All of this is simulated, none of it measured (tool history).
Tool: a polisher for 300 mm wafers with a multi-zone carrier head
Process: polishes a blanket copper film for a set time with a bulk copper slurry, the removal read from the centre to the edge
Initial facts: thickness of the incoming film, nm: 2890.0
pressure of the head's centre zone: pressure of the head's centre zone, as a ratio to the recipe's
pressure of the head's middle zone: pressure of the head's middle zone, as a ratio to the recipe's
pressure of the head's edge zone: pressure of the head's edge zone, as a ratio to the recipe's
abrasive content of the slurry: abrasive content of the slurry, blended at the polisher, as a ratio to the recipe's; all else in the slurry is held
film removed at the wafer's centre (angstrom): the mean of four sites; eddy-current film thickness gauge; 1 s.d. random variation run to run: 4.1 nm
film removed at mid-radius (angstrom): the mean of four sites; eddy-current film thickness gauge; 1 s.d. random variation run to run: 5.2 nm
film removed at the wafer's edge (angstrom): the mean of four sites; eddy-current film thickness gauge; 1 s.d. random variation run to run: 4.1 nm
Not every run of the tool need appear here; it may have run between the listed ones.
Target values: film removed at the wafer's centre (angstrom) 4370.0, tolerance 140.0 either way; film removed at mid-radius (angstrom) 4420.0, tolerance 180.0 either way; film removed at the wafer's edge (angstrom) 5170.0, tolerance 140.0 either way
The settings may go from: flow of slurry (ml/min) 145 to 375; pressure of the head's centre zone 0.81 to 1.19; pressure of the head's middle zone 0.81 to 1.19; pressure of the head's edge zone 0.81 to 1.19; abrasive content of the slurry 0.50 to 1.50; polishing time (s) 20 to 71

run    day  flow of slurry (ml/min)  pressure of the head's centre zone  pressure of the head's middle zone  pressure of the head's edge zone  abrasive content of the slurry  polishing time (s)  film removed at the wafer's centre (angstrom)  film removed at mid-radius (angstrom)  film removed at the wafer's edge (angstrom)
  1  0.000                      240                                1.00                                1.00                              1.00                            1.00                  45                                         7369.6                                 7523.4                                       7484.0
  2  0.088                      225                                0.96                                0.95                              0.99                            0.85                  42                                         6456.1                                 6375.7                                       6649.6
  3  0.212                      225                                0.96                                0.95                              0.99                            0.85                  52                                         7990.1                                 7916.5                                       8333.3
  4  0.296                      210                                0.92                                0.93                              1.00                            0.75                  48                                         6688.6                                 6954.5                                       7410.3
  5  0.321                      210                                0.92                                0.93                              1.06                            0.75                  48                                         6651.2                                 7099.0                                       7631.0
  6  0.425                      200                                0.90                                0.90                              1.04                            0.70                  45                                         6053.6                                 6191.0                                       6830.0
  7  0.488                      190                                0.88                                0.88                              1.04                            0.65                  43                                         5461.8                                 5769.2                                       6319.0
  8  0.838                      185                                0.88                                0.86                              1.06                            0.60                  41                                         5086.9                                 5078.0                                       6124.1
  9  1.171                      180                                0.87                                0.85                              1.03                            0.55                  40                                         4743.1                                 4857.0                                       5696.2
 10  1.488                      175                                0.87                                0.84                              1.01                            0.55                  40                                         4735.3                                 4780.0                                       5501.0
 11  1.842                      170                                0.86                                0.83                              1.01                            0.55                  40                                         4712.8                                 4806.1                                       5554.0
 12  2.046                      170                                0.86                                0.83                              1.01                            0.55                  39                                         4573.1                                 4632.6                                       5428.5
 13  2.121                      165                                0.86                                0.83                              1.00                            0.55                  39                                         4548.8                                 4592.7                                       5438.5
 14  2.183                      165                                0.86                                0.83                              0.99                            0.55                  39                                         4436.1                                 4592.7                                       5425.5
 15  2.392                      160                                0.89                                0.81                              0.93                            0.50                  38                                         4437.0                                 4237.6                                       4938.5

Pick the move, out of 5, that brings all results within their allowed miss; only one does.
  A  2.600                      155                                0.90                                0.87                              1.06                            0.50                  38                                              ?                                      ?                                            ?
  B  2.600                      175                                0.86                                0.87                              0.88                            0.55                  37                                              ?                                      ?                                            ?
  C  2.600                      145                                0.88                                0.81                              0.98                            0.55                  41                                              ?                                      ?                                            ?
  D  2.600                      165                                0.84                                0.81                              1.09                            0.60                  38                                              ?                                      ?                                            ?
  E  2.600                      170                                0.95                                0.88                              0.88                            0.50                  36                                              ?                                      ?                                            ?

move  film removed at the wafer's centre (angstrom)  film removed at mid-radius (angstrom)  film removed at the wafer's edge (angstrom)
   A                                         4458.7                                 4437.7                                       5175.9
   B                                         4365.9                                 4537.2                                       4808.0
   C                                         4722.8                                 4546.9                                       5439.7
   D                                         4408.2                                 4431.7                                       5539.5
   E                                         4562.0                                 4329.6                                       4553.5
A: every result within its allowed miss
B: its largest miss is bigger than the last run's
C: pushes the last run's worst result past its target
D: pushes the last run's worst result past its target
E: its largest miss is bigger than the last run's
A meets every target.
